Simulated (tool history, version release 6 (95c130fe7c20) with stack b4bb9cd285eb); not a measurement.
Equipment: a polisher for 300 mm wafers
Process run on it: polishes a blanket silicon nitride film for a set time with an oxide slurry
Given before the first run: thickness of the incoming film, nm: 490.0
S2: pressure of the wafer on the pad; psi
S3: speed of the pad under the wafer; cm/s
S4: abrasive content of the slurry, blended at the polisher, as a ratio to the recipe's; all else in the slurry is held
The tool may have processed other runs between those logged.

{"run": 1, "hour": 0.0, "flow of slurry (ml/min)": 255, "S2": 3.4, "S3": 100, "S4": 1.0, "polishing time (s)": 35, "film removed (angstrom)": 183.92}
{"run": 2, "hour": 1.6, "flow of slurry (ml/min)": 295, "S2": 3.4, "S3": 100, "S4": 1.0, "polishing time (s)": 35, "film removed (angstrom)": 186.85}
{"run": 3, "hour": 6.5, "flow of slurry (ml/min)": 290, "S2": 3.2, "S3": 100, "S4": 1.0, "polishing time (s)": 35, "film removed (angstrom)": 174.52}
{"run": 4, "hour": 10.2, "flow of slurry (ml/min)": 290, "S2": 3.0, "S3": 100, "S4": 1.0, "polishing time (s)": 35, "film removed (angstrom)": 164.44}
{"run": 5, "hour": 10.9, "flow of slurry (ml/min)": 285, "S2": 2.9, "S3": 100, "S4": 1.0, "polishing time (s)": 35, "film removed (angstrom)": 158.63}
{"run": 6, "hour": 15.3, "flow of slurry (ml/min)": 285, "S2": 2.9, "S3": 100, "S4": 0.9, "polishing time (s)": 35, "film removed (angstrom)": 146.73}
{"run": 7, "hour": 18.9, "flow of slurry (ml/min)": 280, "S2": 2.8, "S3": 100, "S4": 0.9, "polishing time (s)": 35, "film removed (angstrom)": 142.35}
{"run": 8, "hour": 20.8, "flow of slurry (ml/min)": 275, "S2": 2.8, "S3": 100, "S4": 0.9, "polishing time (s)": 35, "film removed (angstrom)": 140.77}

Expected results for the next run?
{"run": 9, "hour": 29.4, "flow of slurry (ml/min)": 235, "S2": 2.6, "S3": 100, "S4": 0.9, "polishing time (s)": 35, "film removed (angstrom)": "?"}

{"run 9": {"film removed (angstrom)": 129.15}}
